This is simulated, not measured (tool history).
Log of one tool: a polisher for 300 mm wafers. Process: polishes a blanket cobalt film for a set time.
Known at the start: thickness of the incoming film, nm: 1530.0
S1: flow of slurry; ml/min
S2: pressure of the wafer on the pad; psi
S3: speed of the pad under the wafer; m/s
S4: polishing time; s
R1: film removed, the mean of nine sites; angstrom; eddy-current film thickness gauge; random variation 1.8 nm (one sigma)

run,day,S1,S2,S3,S4,R1
1,0,290,2.4,0.8,44,1778.9
2,0.104,290,2.4,0.8,40,1561.9
3,0.158,290,2.4,0.96,40,1866.8
4,0.483,290,2.4,0.88,40,1746.8
5,0.833,290,2.3,0.88,40,1640.8
6,0.992,290,2.2,0.88,40,1613.5

Forecast run 7:
7,1.254,290,2.1,0.88,40,?

{"run 7": {"R1": 1551.1}}
